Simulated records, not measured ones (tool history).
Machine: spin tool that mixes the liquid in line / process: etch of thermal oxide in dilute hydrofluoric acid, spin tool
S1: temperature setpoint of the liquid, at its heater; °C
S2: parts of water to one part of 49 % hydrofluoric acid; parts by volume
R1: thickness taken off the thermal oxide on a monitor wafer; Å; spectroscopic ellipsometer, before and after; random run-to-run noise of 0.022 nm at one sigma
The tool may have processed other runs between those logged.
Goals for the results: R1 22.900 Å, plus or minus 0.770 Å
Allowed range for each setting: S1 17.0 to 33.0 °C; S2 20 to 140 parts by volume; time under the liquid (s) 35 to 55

run 1 hour=0.0 | S1=25.0 S2=75 time_under_the_liquid_(s)=55 | R1=40.134
run 2 hour=8.8 | S1=25.0 S2=75 time_under_the_liquid_(s)=35 | R1=25.536
run 3 hour=17.5 | S1=25.0 S2=50 time_under_the_liquid_(s)=35 | R1=38.969
run 4 hour=19.4 | S1=25.0 S2=20 time_under_the_liquid_(s)=35 | R1=101.530
run 5 hour=25.1 | S1=25.0 S2=20 time_under_the_liquid_(s)=55 | R1=156.250
run 6 hour=29.8 | S1=25.0 S2=20 time_under_the_liquid_(s)=35 | R1=101.130
run 7 hour=37.3 | S1=23.5 S2=30 time_under_the_liquid_(s)=35 | R1=62.405
run 8 hour=38.9 | S1=22.0 S2=30 time_under_the_liquid_(s)=35 | R1=59.528
run 9 hour=44.0 | S1=21.0 S2=35 time_under_the_liquid_(s)=35 | R1=48.833
run 10 hour=50.4 | S1=17.0 S2=65 time_under_the_liquid_(s)=35 | R1=20.728

4 next moves are on the table. One of them brings every result within its allowed miss. Which?
run A hour=56.8 | S1=17.0 S2=70 time_under_the_liquid_(s)=35 | R1=?
run B hour=56.8 | S1=17.0 S2=60 time_under_the_liquid_(s)=35 | R1=?
run C hour=56.8 | S1=17.0 S2=70 time_under_the_liquid_(s)=45 | R1=?
run D hour=56.8 | S1=19.0 S2=95 time_under_the_liquid_(s)=50 | R1=?

move=A R1=19.291
move=B R1=22.755
move=C R1=24.803
move=D R1=21.502
A: the biggest miss grows against the last run
B: meets every target
C: takes the result that was furthest off past its target
D: nearer the targets than the last run, but a result is still out of spec
The move that meets every target is B.
